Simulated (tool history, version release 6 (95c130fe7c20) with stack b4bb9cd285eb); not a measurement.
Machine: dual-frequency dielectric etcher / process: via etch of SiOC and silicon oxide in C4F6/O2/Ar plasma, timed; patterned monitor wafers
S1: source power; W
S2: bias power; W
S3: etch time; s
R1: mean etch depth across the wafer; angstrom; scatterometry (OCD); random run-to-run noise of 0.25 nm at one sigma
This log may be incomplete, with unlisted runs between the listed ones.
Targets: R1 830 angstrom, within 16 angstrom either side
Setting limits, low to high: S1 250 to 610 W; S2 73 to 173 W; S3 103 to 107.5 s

run,hour,S1,S2,S3,R1
1,0,430,123,103,910.59
2,1.6,400,121,103,887.95
3,2.3,400,129,103,904.96
4,8.8,400,144,103,918.93
5,13.9,370,141,103,894.87
6,15.2,370,141,107.5,938.5
7,16.4,340,137,107,897.5
8,22.5,320,136,107,880.67
9,28.8,300,135,107,865

Next run, 5 choices. One meets every target within its allowed miss, the rest don't. Which?
A,35.1,260,136,103.5,?
B,35.1,390,125,106,?
C,35.1,300,153,107.5,?
D,35.1,300,159,106,?
E,35.1,260,133,106.5,?

move,R1
A,803.67
B,907.66
C,897.03
D,893.88
E,822.13
A: carries the result that was furthest off beyond its target, to the other side
B: further off than the last run
C: further off than the last run
D: further off than the last run
E: all results land within tolerance of their targets
Move E is the one to make.

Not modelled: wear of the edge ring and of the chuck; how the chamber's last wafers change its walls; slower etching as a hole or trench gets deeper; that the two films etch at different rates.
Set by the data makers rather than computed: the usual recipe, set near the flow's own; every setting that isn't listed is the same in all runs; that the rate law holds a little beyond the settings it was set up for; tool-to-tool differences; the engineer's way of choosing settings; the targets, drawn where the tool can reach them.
